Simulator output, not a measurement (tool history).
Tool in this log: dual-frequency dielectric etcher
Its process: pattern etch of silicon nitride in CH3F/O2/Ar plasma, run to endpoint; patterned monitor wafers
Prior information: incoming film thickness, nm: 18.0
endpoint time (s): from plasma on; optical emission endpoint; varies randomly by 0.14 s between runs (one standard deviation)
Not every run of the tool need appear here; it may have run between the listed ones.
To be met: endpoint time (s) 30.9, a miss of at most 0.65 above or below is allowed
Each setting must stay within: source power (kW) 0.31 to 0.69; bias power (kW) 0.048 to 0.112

run    day  source power (kW)  bias power (kW)  endpoint time (s)
  1      0                0.5             0.08             25.015
  2   0.25               0.48            0.078             25.589
  3  0.492               0.48            0.065             27.831
  4  0.642               0.48            0.075              26.08
  5   0.75               0.46            0.074             26.728
  6  0.933               0.53            0.074             25.266
  7  1.254               0.51            0.073             25.741
  8  1.321               0.49            0.072             26.363
  9  1.625               0.39            0.064             30.169

5 next moves are on the table. One of them brings every result within its allowed miss. Which?
  A  1.929               0.38            0.061                  ?
  B  1.929               0.41            0.064                  ?
  C  1.929               0.44            0.071                  ?
  D  1.929               0.42            0.063                  ?
  E  1.929               0.55            0.048                  ?

move  endpoint time (s)
   A             30.953
   B             29.495
   C              27.53
   D             29.417
   E              29.56
A: every result lands within tolerance
B: the biggest miss grows against the last run
C: the biggest miss grows against the last run
D: the biggest miss grows against the last run
E: the biggest miss grows against the last run
A meets every target.
